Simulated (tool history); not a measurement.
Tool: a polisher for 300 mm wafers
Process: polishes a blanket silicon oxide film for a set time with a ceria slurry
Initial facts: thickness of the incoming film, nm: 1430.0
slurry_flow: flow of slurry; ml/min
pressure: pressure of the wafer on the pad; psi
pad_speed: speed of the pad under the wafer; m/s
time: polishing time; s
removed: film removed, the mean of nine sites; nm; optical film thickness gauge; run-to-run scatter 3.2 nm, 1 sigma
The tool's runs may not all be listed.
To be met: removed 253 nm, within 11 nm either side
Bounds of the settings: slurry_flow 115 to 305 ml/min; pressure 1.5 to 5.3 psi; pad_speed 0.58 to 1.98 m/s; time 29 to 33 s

run	hour	slurry_flow	pressure	pad_speed	time	removed
1	0	195	3.4	1.28	33	155.74
2	0.8	195	3.8	1.3	33	169.16
3	5.8	195	4.2	1.34	33	199.87
4	7.4	195	4.4	1.34	33	201.91
5	12.1	175	4.4	1.34	33	196.94
6	19.4	220	4.4	1.34	33	202.43
7	23.9	220	4.6	1.36	33	215.47
# hour 24.8: slurry nozzle cleaned
8	24.8	220	4.8	1.36	33	237.42
9	33.1	220	4.9	1.36	33	245.12

5 candidate next runs follow, results not yet known. Just one meets every target within its allowed miss. Identify it.
A	41.4	270	4.4	1.38	33	?
B	41.4	140	5.3	1.42	33	?
C	41.4	210	5	1.24	33	?
D	41.4	245	4.1	1.68	29	?
E	41.4	190	4.6	1.48	29	?

move	removed
A	230.91
B	249.46
C	223.79
D	230.09
E	215.24
A: further off than the last run
B: all results land within tolerance of their targets
C: further off than the last run
D: further off than the last run
E: further off than the last run
So the answer is move B, the one that meets all the targets.

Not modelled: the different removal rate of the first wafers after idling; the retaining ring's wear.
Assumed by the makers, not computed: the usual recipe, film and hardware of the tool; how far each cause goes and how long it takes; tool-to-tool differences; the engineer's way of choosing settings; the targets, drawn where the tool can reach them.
